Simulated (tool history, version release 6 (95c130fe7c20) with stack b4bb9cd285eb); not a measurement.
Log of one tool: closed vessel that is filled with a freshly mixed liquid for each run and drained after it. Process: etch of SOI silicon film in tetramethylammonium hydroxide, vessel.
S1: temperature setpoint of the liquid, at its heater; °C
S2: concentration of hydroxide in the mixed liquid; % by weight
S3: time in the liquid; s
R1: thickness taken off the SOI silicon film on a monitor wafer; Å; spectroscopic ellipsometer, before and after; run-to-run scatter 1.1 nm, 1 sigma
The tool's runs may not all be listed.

Run 1, hour 0: S1 59 °C, S2 15.5 % by weight, S3 30 s. Result: R1 920.25 Å.
Run 2, hour 1.5: S1 59 °C, S2 18 % by weight, S3 30 s. Result: R1 880.55 Å.
Run 3, hour 9.4: S1 59 °C, S2 20 % by weight, S3 30 s. Result: R1 865.94 Å.
Run 4, hour 12.4: S1 60.5 °C, S2 20 % by weight, S3 30 s. Result: R1 914.78 Å.
Run 5, hour 14.6: S1 62 °C, S2 20 % by weight, S3 30 s. Result: R1 1027 Å.
Run 6, hour 20.7: S1 62.5 °C, S2 20 % by weight, S3 30 s. Result: R1 1044.2 Å.
Run 7, hour 22.2: S1 63 °C, S2 20 % by weight, S3 30 s. Result: R1 1089 Å.

What will run 8 give?
Run 8, hour 29.5: S1 63.5 °C, S2 20 % by weight, S3 30 s. Result: R1 ?.

{"run 8": {"R1": 1101.2}}
